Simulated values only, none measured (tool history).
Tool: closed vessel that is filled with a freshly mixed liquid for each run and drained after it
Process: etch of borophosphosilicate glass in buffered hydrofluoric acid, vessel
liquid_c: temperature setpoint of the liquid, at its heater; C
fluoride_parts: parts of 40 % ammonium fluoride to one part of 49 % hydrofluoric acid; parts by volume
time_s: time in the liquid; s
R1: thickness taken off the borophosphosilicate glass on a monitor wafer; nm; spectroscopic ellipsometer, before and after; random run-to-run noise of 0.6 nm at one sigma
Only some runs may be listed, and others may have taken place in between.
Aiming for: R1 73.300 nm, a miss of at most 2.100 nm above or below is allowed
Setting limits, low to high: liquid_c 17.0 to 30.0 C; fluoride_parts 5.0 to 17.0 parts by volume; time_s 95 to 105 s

{"run": 1, "hour": 0.0, "liquid_c": 22.0, "fluoride_parts": 10.5, "time_s": 95, "R1": 102.57}
{"run": 2, "hour": 8.6, "liquid_c": 25.0, "fluoride_parts": 10.5, "time_s": 95, "R1": 121.0}
{"run": 3, "hour": 15.6, "liquid_c": 28.5, "fluoride_parts": 10.5, "time_s": 95, "R1": 144.26}
{"run": 4, "hour": 23.1, "liquid_c": 28.5, "fluoride_parts": 12.5, "time_s": 95, "R1": 122.61}
{"run": 5, "hour": 30.0, "liquid_c": 26.5, "fluoride_parts": 12.5, "time_s": 95, "R1": 110.87}
{"run": 6, "hour": 31.9, "liquid_c": 25.0, "fluoride_parts": 12.5, "time_s": 95, "R1": 101.71}
{"run": 7, "hour": 39.0, "liquid_c": 23.5, "fluoride_parts": 12.5, "time_s": 95, "R1": 94.451}
{"run": 8, "hour": 47.3, "liquid_c": 22.5, "fluoride_parts": 12.5, "time_s": 95, "R1": 89.244}
{"run": 9, "hour": 55.9, "liquid_c": 22.5, "fluoride_parts": 12.5, "time_s": 95, "R1": 88.864}
{"run": 10, "hour": 63.4, "liquid_c": 21.5, "fluoride_parts": 12.5, "time_s": 95, "R1": 84.933}
{"run": 11, "hour": 67.2, "liquid_c": 21.0, "fluoride_parts": 12.5, "time_s": 95, "R1": 81.598}
{"run": 12, "hour": 70.4, "liquid_c": 21.0, "fluoride_parts": 12.5, "time_s": 95, "R1": 82.408}
{"run": 13, "hour": 77.0, "liquid_c": 20.5, "fluoride_parts": 12.5, "time_s": 95, "R1": 79.329}
{"run": 14, "hour": 79.8, "liquid_c": 20.0, "fluoride_parts": 12.5, "time_s": 95, "R1": 79.016}
{"run": 15, "hour": 81.3, "liquid_c": 18.0, "fluoride_parts": 12.5, "time_s": 95, "R1": 69.277}

Next run, 4 choices. One meets every target within its allowed miss, the rest don't. Which?
{"run": "A", "hour": 82.8, "liquid_c": 17.0, "fluoride_parts": 13.5, "time_s": 105, "R1": "?"}
{"run": "B", "hour": 82.8, "liquid_c": 18.0, "fluoride_parts": 12.5, "time_s": 100, "R1": "?"}
{"run": "C", "hour": 82.8, "liquid_c": 17.0, "fluoride_parts": 12.0, "time_s": 95, "R1": "?"}
{"run": "D", "hour": 82.8, "liquid_c": 18.5, "fluoride_parts": 13.0, "time_s": 95, "R1": "?"}

move=A R1=66.611
move=B R1=72.405
move=C R1=67.697
move=D R1=68.052
A: further off than the last run
B: hits every target within its allowed miss
C: further off than the last run
D: further off than the last run
B is the move that brings every result within its allowed miss.
